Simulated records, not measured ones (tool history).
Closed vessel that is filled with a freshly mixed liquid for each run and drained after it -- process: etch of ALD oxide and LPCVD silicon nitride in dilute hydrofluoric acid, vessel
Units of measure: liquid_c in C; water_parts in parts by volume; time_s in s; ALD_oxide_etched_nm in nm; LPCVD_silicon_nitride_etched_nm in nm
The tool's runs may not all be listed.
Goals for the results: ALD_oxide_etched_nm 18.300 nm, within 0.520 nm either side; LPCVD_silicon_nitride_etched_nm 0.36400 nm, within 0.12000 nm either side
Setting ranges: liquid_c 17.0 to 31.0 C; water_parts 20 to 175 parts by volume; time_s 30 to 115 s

run	hour	liquid_c	water_parts	time_s	ALD_oxide_etched_nm	LPCVD_silicon_nitride_etched_nm
1	0.0	23.0	95	60	13.990	0.31603
2	6.5	23.0	65	60	21.068	0.47943
3	8.1	23.0	40	60	35.832	0.82281
4	13.0	25.0	40	60	38.779	0.88452
5	18.8	25.0	60	60	24.980	0.61615
6	21.7	25.0	60	70	29.335	0.80418
7	22.5	24.0	65	70	25.709	0.55704
8	29.2	23.5	65	70	25.161	0.55937
9	37.0	23.0	65	70	24.875	0.42981
10	43.4	23.0	75	65	19.671	0.40223
11	45.0	22.5	75	65	19.278	0.47954
12	47.0	22.0	75	65	19.316	0.36750

Of the 4 settings listed for the next run, only one would bring every result within its allowed miss of target. Which one?
A	49.0	21.5	60	55	?	?
B	49.0	19.0	65	70	?	?
C	49.0	18.0	80	90	?	?
D	49.0	21.0	75	65	?	?

move	ALD_oxide_etched_nm	LPCVD_silicon_nitride_etched_nm
A	20.022	0.49788
B	21.051	0.49324
C	20.726	0.48335
D	18.207	0.45720
A: the biggest miss grows against the last run
B: the biggest miss grows against the last run
C: the biggest miss grows against the last run
D: meets every target
So the answer is move D, the one that meets all the targets.
